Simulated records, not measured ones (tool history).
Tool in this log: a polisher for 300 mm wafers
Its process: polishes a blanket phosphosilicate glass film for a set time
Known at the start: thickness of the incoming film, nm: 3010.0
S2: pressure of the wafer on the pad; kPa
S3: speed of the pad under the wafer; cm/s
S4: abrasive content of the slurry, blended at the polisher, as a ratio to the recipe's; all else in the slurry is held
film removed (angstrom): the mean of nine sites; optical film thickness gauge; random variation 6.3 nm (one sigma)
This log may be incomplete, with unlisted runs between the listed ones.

Run 1, hour 0: flow of slurry (ml/min) 165, S2 24.1 kPa, S3 130 cm/s, S4 1, polishing time (s) 49. Result: film removed (angstrom) 5110.5.
Run 2, hour 1.5: flow of slurry (ml/min) 190, S2 24.1 kPa, S3 130 cm/s, S4 1, polishing time (s) 49. Result: film removed (angstrom) 5033.8.
Run 3, hour 8.6: flow of slurry (ml/min) 190, S2 24.1 kPa, S3 130 cm/s, S4 1, polishing time (s) 49. Result: film removed (angstrom) 5060.2.
Run 4, hour 17.4: flow of slurry (ml/min) 190, S2 24.1 kPa, S3 108 cm/s, S4 1, polishing time (s) 49. Result: film removed (angstrom) 4402.
Run 5, hour 20.4: flow of slurry (ml/min) 190, S2 26.2 kPa, S3 108 cm/s, S4 1, polishing time (s) 49. Result: film removed (angstrom) 4896.2.
Run 6, hour 24.4: flow of slurry (ml/min) 190, S2 27.6 kPa, S3 108 cm/s, S4 1, polishing time (s) 49. Result: film removed (angstrom) 5056.6.
Run 7, hour 29.4: flow of slurry (ml/min) 190, S2 29 kPa, S3 108 cm/s, S4 1, polishing time (s) 49. Result: film removed (angstrom) 5408.1.
Run 8, hour 38.4: flow of slurry (ml/min) 190, S2 29.6 kPa, S3 108 cm/s, S4 1, polishing time (s) 49. Result: film removed (angstrom) 5377.3.
Run 9, hour 47: flow of slurry (ml/min) 190, S2 31 kPa, S3 108 cm/s, S4 1, polishing time (s) 49. Result: film removed (angstrom) 5608.4.

Forecast run 10:
Run 10, hour 48.3: flow of slurry (ml/min) 190, S2 31.7 kPa, S3 108 cm/s, S4 1, polishing time (s) 49. Result: film removed (angstrom) ?.

Run 10 yielded film removed (angstrom) 5773.2.
